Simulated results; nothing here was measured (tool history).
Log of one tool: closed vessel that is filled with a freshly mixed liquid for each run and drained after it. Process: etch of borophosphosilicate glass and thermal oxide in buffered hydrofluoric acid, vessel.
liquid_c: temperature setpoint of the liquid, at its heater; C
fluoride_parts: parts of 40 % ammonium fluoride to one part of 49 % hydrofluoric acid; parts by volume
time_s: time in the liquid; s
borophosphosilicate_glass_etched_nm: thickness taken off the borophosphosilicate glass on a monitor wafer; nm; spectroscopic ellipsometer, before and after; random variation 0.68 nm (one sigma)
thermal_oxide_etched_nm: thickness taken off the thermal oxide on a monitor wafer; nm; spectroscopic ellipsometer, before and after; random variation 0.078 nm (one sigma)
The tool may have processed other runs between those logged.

run	hour	liquid_c	fluoride_parts	time_s	borophosphosilicate_glass_etched_nm	thermal_oxide_etched_nm
1	0	25	14	60	133.69	46.571
2	2.7	25	14	45	99.683	34.94
3	10.8	23	14	45	89.77	31.332
4	14.4	22	14	45	85.217	29.704
5	15.1	21	14	45	78.683	28.04
6	16.2	23	14	45	88.812	31.371
7	18.5	22	14	45	84.394	29.578

The next listed run, before its measurement:
8	27.5	21	14	45	?	?

borophosphosilicate_glass_etched_nm: 79.933 nm
thermal_oxide_etched_nm: 28.102 nm
